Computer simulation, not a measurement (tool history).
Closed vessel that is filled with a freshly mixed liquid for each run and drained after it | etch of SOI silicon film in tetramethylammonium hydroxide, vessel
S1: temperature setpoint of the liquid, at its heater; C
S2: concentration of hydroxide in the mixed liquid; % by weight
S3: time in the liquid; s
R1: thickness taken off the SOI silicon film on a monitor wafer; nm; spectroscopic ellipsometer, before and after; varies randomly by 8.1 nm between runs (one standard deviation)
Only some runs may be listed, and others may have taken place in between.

run 1 hour=0 | S1=69 S2=12.5 S3=95 | R1=565.67
run 2 hour=4 | S1=72 S2=12.5 S3=95 | R1=664.07
run 3 hour=8.1 | S1=74 S2=12.5 S3=95 | R1=761.01
run 4 hour=11.9 | S1=74 S2=12.5 S3=100 | R1=777.2
run 5 hour=19.2 | S1=74 S2=12.5 S3=100 | R1=792.89
run 6 hour=25.4 | S1=74 S2=12.5 S3=95 | R1=756.75

Run 7, settings as shown, results not yet in. Your forecast:
run 7 hour=33.5 | S1=75 S2=12.5 S3=95 | R1=?

Run 7 produced R1 803.45 nm.
